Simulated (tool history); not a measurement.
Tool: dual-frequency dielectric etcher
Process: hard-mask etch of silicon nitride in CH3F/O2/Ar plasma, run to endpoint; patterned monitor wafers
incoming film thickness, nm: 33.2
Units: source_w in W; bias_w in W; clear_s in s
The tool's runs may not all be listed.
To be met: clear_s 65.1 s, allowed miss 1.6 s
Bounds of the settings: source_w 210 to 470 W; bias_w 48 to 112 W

| run | day | source_w | bias_w | clear_s |
|---|---|---|---|---|
| 1 | 0 | 340 | 80 | 54.69 |
| 2 | 0.338 | 340 | 94 | 51.664 |
| 3 | 0.592 | 340 | 84 | 53.572 |
| 4 | 0.788 | 340 | 74 | 55.038 |
| 5 | 1.058 | 340 | 63 | 57.627 |
| 6 | 1.304 | 330 | 62 | 58.517 |
| 7 | 1.342 | 320 | 61 | 59.499 |
| 8 | 1.617 | 310 | 60 | 60.705 |
| 9 | 1.942 | 300 | 59 | 61.837 |
| 10 | 2.017 | 290 | 59 | 62.506 |

Which of these 5 next moves meets every target?
| A | 2.092 | 340 | 61 | ? |
| B | 2.092 | 300 | 61 | ? |
| C | 2.092 | 280 | 54 | ? |
| D | 2.092 | 310 | 70 | ? |
| E | 2.092 | 270 | 67 | ? |

| move | clear_s |
|---|---|
| A | 58.119 |
| B | 61.043 |
| C | 64.733 |
| D | 58.057 |
| E | 62.02 |
A: further off than the last run
B: further off than the last run
C: meets every target
D: further off than the last run
E: further off than the last run
Answer: C
